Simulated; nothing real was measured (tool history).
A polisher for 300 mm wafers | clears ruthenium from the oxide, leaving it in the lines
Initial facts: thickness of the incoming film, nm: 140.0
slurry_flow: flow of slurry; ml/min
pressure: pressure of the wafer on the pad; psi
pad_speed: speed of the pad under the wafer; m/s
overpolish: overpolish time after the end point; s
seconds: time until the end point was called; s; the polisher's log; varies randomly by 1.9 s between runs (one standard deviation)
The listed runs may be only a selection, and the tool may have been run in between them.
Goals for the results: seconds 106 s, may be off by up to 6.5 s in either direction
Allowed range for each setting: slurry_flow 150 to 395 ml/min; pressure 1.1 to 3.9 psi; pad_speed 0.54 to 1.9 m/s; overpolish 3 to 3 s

run 1 hour=0 | slurry_flow=250 pressure=2.5 pad_speed=1.22 overpolish=3 | seconds=81.497
run 2 hour=8.8 | slurry_flow=250 pressure=2.5 pad_speed=1.22 overpolish=3 | seconds=82.628
run 3 hour=15.1 | slurry_flow=210 pressure=2.5 pad_speed=1.22 overpolish=3 | seconds=84.237
run 4 hour=21.1 | slurry_flow=210 pressure=2.2 pad_speed=1.22 overpolish=3 | seconds=95.447
-- hour=28.5 worn pad replaced by a new one
run 5 hour=28.5 | slurry_flow=210 pressure=2.1 pad_speed=1.22 overpolish=3 | seconds=88.19
run 6 hour=36.9 | slurry_flow=210 pressure=2.5 pad_speed=1.22 overpolish=3 | seconds=74.024
run 7 hour=40.9 | slurry_flow=245 pressure=2.4 pad_speed=1.22 overpolish=3 | seconds=74.255
run 8 hour=48.3 | slurry_flow=220 pressure=2.2 pad_speed=1.2 overpolish=3 | seconds=84.844
run 9 hour=56.5 | slurry_flow=215 pressure=2 pad_speed=1.14 overpolish=3 | seconds=97.107

Exactly one of the 5 candidate moves below puts every result within its allowed miss. Which one?
run A hour=64.7 | slurry_flow=200 pressure=2.3 pad_speed=1.22 overpolish=3 | seconds=?
run B hour=64.7 | slurry_flow=165 pressure=2.3 pad_speed=1.22 overpolish=3 | seconds=?
run C hour=64.7 | slurry_flow=180 pressure=2.1 pad_speed=1.2 overpolish=3 | seconds=?
run D hour=64.7 | slurry_flow=230 pressure=2.3 pad_speed=0.88 overpolish=3 | seconds=?
run E hour=64.7 | slurry_flow=200 pressure=2.4 pad_speed=1.12 overpolish=3 | seconds=?

move=A seconds=83.734
move=B seconds=86.574
move=C seconds=94.524
move=D seconds=112.5
move=E seconds=87.294
A: misses by more than the last run did
B: misses by more than the last run did
C: misses by more than the last run did
D: each result inside its tolerance
E: misses by more than the last run did
D meets every target.
